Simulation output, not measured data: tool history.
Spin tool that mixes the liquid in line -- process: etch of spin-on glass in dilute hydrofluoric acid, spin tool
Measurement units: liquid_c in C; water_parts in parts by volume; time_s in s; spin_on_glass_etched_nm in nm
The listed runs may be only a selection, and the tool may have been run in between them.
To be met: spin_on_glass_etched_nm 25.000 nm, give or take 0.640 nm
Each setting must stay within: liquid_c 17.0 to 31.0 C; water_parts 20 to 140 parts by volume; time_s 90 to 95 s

run 1 day=0.000 | liquid_c=23.0 water_parts=75 time_s=90 | spin_on_glass_etched_nm=36.148
run 2 day=0.238 | liquid_c=26.5 water_parts=75 time_s=90 | spin_on_glass_etched_nm=41.489
run 3 day=0.508 | liquid_c=24.5 water_parts=75 time_s=90 | spin_on_glass_etched_nm=38.357
run 4 day=0.708 | liquid_c=24.5 water_parts=65 time_s=90 | spin_on_glass_etched_nm=45.142
run 5 day=0.817 | liquid_c=24.5 water_parts=65 time_s=95 | spin_on_glass_etched_nm=47.717
run 6 day=1.017 | liquid_c=23.0 water_parts=70 time_s=95 | spin_on_glass_etched_nm=41.180
run 7 day=1.050 | liquid_c=22.0 water_parts=75 time_s=95 | spin_on_glass_etched_nm=36.381
run 8 day=1.354 | liquid_c=21.0 water_parts=75 time_s=95 | spin_on_glass_etched_nm=35.239
run 9 day=1.667 | liquid_c=17.0 water_parts=90 time_s=95 | spin_on_glass_etched_nm=24.254

4 next moves are on the table. One of them brings every result within its allowed miss. Which?
run A day=1.979 | liquid_c=19.0 water_parts=100 time_s=95 | spin_on_glass_etched_nm=?
run B day=1.979 | liquid_c=18.0 water_parts=95 time_s=95 | spin_on_glass_etched_nm=?
run C day=1.979 | liquid_c=17.5 water_parts=85 time_s=90 | spin_on_glass_etched_nm=?
run D day=1.979 | liquid_c=17.0 water_parts=90 time_s=90 | spin_on_glass_etched_nm=?

move=A spin_on_glass_etched_nm=23.501
move=B spin_on_glass_etched_nm=23.857
move=C spin_on_glass_etched_nm=25.000
move=D spin_on_glass_etched_nm=22.993
A: further off than the last run
B: further off than the last run
C: every result within its allowed miss
D: further off than the last run
C meets every target.

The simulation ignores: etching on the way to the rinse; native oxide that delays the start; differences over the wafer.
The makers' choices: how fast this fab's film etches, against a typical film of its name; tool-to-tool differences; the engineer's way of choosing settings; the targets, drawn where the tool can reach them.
